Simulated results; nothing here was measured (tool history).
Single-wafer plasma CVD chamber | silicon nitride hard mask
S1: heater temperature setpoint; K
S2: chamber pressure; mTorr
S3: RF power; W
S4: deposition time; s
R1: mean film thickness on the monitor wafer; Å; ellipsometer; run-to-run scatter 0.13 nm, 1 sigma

run 1 hour=0.0 | S1=653.15 S2=2010 S3=380 S4=34.9 | R1=485.86
run 2 hour=7.1 | S1=646.15 S2=2010 S3=380 S4=34.9 | R1=488.51
run 3 hour=11.9 | S1=646.15 S2=1880 S3=380 S4=34.9 | R1=483.07
run 4 hour=17.5 | S1=647.15 S2=1800 S3=345 S4=34.4 | R1=430.80
run 5 hour=25.0 | S1=647.15 S2=1690 S3=335 S4=34.3 | R1=411.72
run 6 hour=29.4 | S1=647.15 S2=1690 S3=335 S4=33.2 | R1=397.76
run 7 hour=36.6 | S1=647.15 S2=1630 S3=335 S4=33.2 | R1=394.11
run 8 hour=38.4 | S1=647.15 S2=1580 S3=335 S4=33.2 | R1=393.03

Expected results for the next run?
run 9 hour=42.1 | S1=647.15 S2=1530 S3=335 S4=33.2 | R1=?

R1: 389.90 Å
